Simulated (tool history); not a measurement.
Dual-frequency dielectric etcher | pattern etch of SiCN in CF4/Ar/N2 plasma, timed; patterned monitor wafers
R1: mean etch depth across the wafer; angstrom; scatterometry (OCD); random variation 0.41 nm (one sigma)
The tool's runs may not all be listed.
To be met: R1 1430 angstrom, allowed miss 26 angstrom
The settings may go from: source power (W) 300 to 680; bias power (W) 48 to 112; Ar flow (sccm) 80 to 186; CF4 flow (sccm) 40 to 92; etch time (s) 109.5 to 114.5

run 1 hour=0 | source_power_(W)=490 bias_power_(W)=80 Ar_flow_(sccm)=133 CF4_flow_(sccm)=66 etch_time_(s)=109.5 | R1=1020.2
run 2 hour=0.6 | source_power_(W)=520 bias_power_(W)=80 Ar_flow_(sccm)=133 CF4_flow_(sccm)=66 etch_time_(s)=109.5 | R1=1087.5
run 3 hour=3.4 | source_power_(W)=520 bias_power_(W)=73 Ar_flow_(sccm)=133 CF4_flow_(sccm)=66 etch_time_(s)=109.5 | R1=1048.4
run 4 hour=4 | source_power_(W)=480 bias_power_(W)=73 Ar_flow_(sccm)=133 CF4_flow_(sccm)=66 etch_time_(s)=109.5 | R1=975.2
run 5 hour=5 | source_power_(W)=480 bias_power_(W)=73 Ar_flow_(sccm)=133 CF4_flow_(sccm)=66 etch_time_(s)=109.5 | R1=970.59
run 6 hour=8.6 | source_power_(W)=510 bias_power_(W)=73 Ar_flow_(sccm)=133 CF4_flow_(sccm)=66 etch_time_(s)=109.5 | R1=1032.4
run 7 hour=9.4 | source_power_(W)=530 bias_power_(W)=73 Ar_flow_(sccm)=133 CF4_flow_(sccm)=66 etch_time_(s)=109.5 | R1=1074.3
run 8 hour=13.5 | source_power_(W)=550 bias_power_(W)=73 Ar_flow_(sccm)=133 CF4_flow_(sccm)=66 etch_time_(s)=109.5 | R1=1115.1
run 9 hour=18.3 | source_power_(W)=570 bias_power_(W)=73 Ar_flow_(sccm)=133 CF4_flow_(sccm)=66 etch_time_(s)=109.5 | R1=1159.5
run 10 hour=23.5 | source_power_(W)=580 bias_power_(W)=73 Ar_flow_(sccm)=133 CF4_flow_(sccm)=66 etch_time_(s)=109.5 | R1=1177.8
run 11 hour=25.5 | source_power_(W)=590 bias_power_(W)=73 Ar_flow_(sccm)=133 CF4_flow_(sccm)=66 etch_time_(s)=109.5 | R1=1200.5
run 12 hour=28.6 | source_power_(W)=600 bias_power_(W)=73 Ar_flow_(sccm)=133 CF4_flow_(sccm)=66 etch_time_(s)=109.5 | R1=1222.7

Which of these 4 next moves meets every target?
run A hour=31.7 | source_power_(W)=670 bias_power_(W)=77 Ar_flow_(sccm)=130 CF4_flow_(sccm)=74 etch_time_(s)=114.5 | R1=?
run B hour=31.7 | source_power_(W)=660 bias_power_(W)=70 Ar_flow_(sccm)=130 CF4_flow_(sccm)=66 etch_time_(s)=111.5 | R1=?
run C hour=31.7 | source_power_(W)=630 bias_power_(W)=87 Ar_flow_(sccm)=136 CF4_flow_(sccm)=65 etch_time_(s)=114.5 | R1=?
run D hour=31.7 | source_power_(W)=570 bias_power_(W)=49 Ar_flow_(sccm)=135 CF4_flow_(sccm)=64 etch_time_(s)=111.5 | R1=?

move=A R1=1481.4
move=B R1=1355.3
move=C R1=1420.4
move=D R1=1024
A: takes the result that was furthest off past its target
B: nearer than the last run, and not there yet
C: meets every target
D: further off than the last run
Move C is the one to make.
